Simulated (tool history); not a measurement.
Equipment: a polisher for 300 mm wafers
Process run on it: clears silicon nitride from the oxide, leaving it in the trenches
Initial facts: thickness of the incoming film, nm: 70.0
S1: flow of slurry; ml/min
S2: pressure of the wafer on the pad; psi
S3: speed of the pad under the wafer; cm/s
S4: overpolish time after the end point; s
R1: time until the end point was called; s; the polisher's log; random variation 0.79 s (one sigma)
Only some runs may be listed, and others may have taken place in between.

Run 1, day 0.000: S1 130 ml/min, S2 2.6 psi, S3 80 cm/s, S4 6 s. Result: R1 106.770 s.
Run 2, day 0.300: S1 130 ml/min, S2 2.3 psi, S3 80 cm/s, S4 6 s. Result: R1 118.500 s.
Run 3, day 0.600: S1 135 ml/min, S2 2.6 psi, S3 80 cm/s, S4 6 s. Result: R1 103.590 s.
Run 4, day 0.804: S1 105 ml/min, S2 2.6 psi, S3 80 cm/s, S4 6 s. Result: R1 110.280 s.
Run 5, day 1.121: S1 115 ml/min, S2 2.8 psi, S3 80 cm/s, S4 6 s. Result: R1 101.400 s.
Run 6, day 1.350: S1 125 ml/min, S2 2.9 psi, S3 80 cm/s, S4 6 s. Result: R1 97.813 s.
Run 7, day 1.433: S1 130 ml/min, S2 3.1 psi, S3 80 cm/s, S4 6 s. Result: R1 92.433 s.

Run 8, settings as shown, results not yet in. Your forecast:
Run 8, day 1.588: S1 130 ml/min, S2 3.2 psi, S3 80 cm/s, S4 6 s. Result: R1 ?.

R1: 90.208 s

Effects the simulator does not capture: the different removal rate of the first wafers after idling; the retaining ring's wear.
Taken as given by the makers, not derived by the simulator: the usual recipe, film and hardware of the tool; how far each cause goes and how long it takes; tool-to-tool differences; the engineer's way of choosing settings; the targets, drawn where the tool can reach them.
